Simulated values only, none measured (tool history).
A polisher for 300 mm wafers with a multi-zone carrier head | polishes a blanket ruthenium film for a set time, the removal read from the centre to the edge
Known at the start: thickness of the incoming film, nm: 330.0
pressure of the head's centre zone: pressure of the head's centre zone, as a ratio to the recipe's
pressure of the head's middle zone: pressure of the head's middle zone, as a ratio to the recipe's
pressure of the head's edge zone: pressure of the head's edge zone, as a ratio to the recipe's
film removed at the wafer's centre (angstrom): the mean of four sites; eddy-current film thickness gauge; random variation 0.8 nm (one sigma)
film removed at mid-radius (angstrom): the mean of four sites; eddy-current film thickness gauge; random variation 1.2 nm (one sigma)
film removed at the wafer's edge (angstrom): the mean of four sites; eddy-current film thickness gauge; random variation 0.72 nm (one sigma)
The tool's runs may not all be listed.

run    day  flow of slurry (ml/min)  pressure of the head's centre zone  pressure of the head's middle zone  pressure of the head's edge zone  polishing time (s)  film removed at the wafer's centre (angstrom)  film removed at mid-radius (angstrom)  film removed at the wafer's edge (angstrom)
  1      0                      300                                   1                                   1                                 1                  70                                         797.85                                 779.14                                       770.79
  2  0.229                      315                                1.05                                1.01                              1.01                  71                                         835.16                                 779.97                                       779.94
  3  0.533                      320                                1.09                                1.02                              0.99                  73                                         889.92                                 817.99                                       794.62
  4  0.558                      390                                1.09                                1.02                              0.99                  73                                         911.23                                 836.14                                       803.83
  5  0.725                      390                                1.09                                1.05                              0.99                  73                                         898.27                                 834.04                                       813.68
  6  0.775                      390                                1.12                                1.04                              0.99                  74                                          941.6                                 865.27                                       815.18
  7  0.996                      390                                1.14                                1.02                                 1                  74                                         938.91                                 835.41                                       826.13
  8  1.158                      395                                1.15                                   1                              0.98                  75                                         969.97                                 828.13                                       824.65
  9  1.504                      395                                1.16                                   1                              0.97                  76                                         996.33                                  853.5                                          836

Run 10 comes next. What will it give?
 10  1.767                      395                                1.17                                   1                              0.96                  76                                              ?                                      ?                                            ?

{"run 10": {"film removed at the wafer's centre (angstrom)": 996.42, "film removed at mid-radius (angstrom)": 872.16, "film removed at the wafer's edge (angstrom)": 833.88}}
